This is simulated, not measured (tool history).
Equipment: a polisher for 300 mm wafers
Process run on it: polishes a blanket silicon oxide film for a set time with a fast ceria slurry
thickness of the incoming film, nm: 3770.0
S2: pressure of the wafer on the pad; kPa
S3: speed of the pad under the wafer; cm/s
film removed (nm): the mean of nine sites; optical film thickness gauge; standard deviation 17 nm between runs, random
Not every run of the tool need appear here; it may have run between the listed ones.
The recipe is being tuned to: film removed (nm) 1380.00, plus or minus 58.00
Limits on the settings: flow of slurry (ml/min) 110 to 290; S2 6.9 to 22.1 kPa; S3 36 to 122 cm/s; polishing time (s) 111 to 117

run 1 hour=0.0 | flow_of_slurry_(ml/min)=185 S2=14.5 S3=78 polishing_time_(s)=111 | film_removed_(nm)=835.80
run 2 hour=4.8 | flow_of_slurry_(ml/min)=185 S2=15.9 S3=78 polishing_time_(s)=111 | film_removed_(nm)=912.87
run 3 hour=6.0 | flow_of_slurry_(ml/min)=185 S2=17.2 S3=78 polishing_time_(s)=111 | film_removed_(nm)=976.77
run 4 hour=8.9 | flow_of_slurry_(ml/min)=185 S2=17.9 S3=78 polishing_time_(s)=111 | film_removed_(nm)=1017.20
run 5 hour=11.3 | flow_of_slurry_(ml/min)=150 S2=17.9 S3=78 polishing_time_(s)=111 | film_removed_(nm)=989.50
run 6 hour=11.9 | flow_of_slurry_(ml/min)=110 S2=17.9 S3=78 polishing_time_(s)=111 | film_removed_(nm)=937.48
run 7 hour=17.7 | flow_of_slurry_(ml/min)=160 S2=22.1 S3=80 polishing_time_(s)=111 | film_removed_(nm)=1244.40
run 8 hour=25.8 | flow_of_slurry_(ml/min)=160 S2=22.1 S3=82 polishing_time_(s)=111 | film_removed_(nm)=1259.00
run 9 hour=32.0 | flow_of_slurry_(ml/min)=160 S2=22.1 S3=84 polishing_time_(s)=111 | film_removed_(nm)=1318.90

Exercise: of the 4 proposed moves below, exactly one satisfies all targets within the stated allowed misses. Which move is it?
run A hour=38.2 | flow_of_slurry_(ml/min)=155 S2=22.1 S3=82 polishing_time_(s)=111 | film_removed_(nm)=?
run B hour=38.2 | flow_of_slurry_(ml/min)=135 S2=21.4 S3=84 polishing_time_(s)=111 | film_removed_(nm)=?
run C hour=38.2 | flow_of_slurry_(ml/min)=170 S2=20.7 S3=96 polishing_time_(s)=111 | film_removed_(nm)=?
run D hour=38.2 | flow_of_slurry_(ml/min)=145 S2=21.4 S3=82 polishing_time_(s)=111 | film_removed_(nm)=?

move=A film_removed_(nm)=1273.40
move=B film_removed_(nm)=1236.60
move=C film_removed_(nm)=1412.30
move=D film_removed_(nm)=1221.90
A: misses by more than the last run did
B: misses by more than the last run did
C: meets every target
D: misses by more than the last run did
Go with C: it meets all targets.
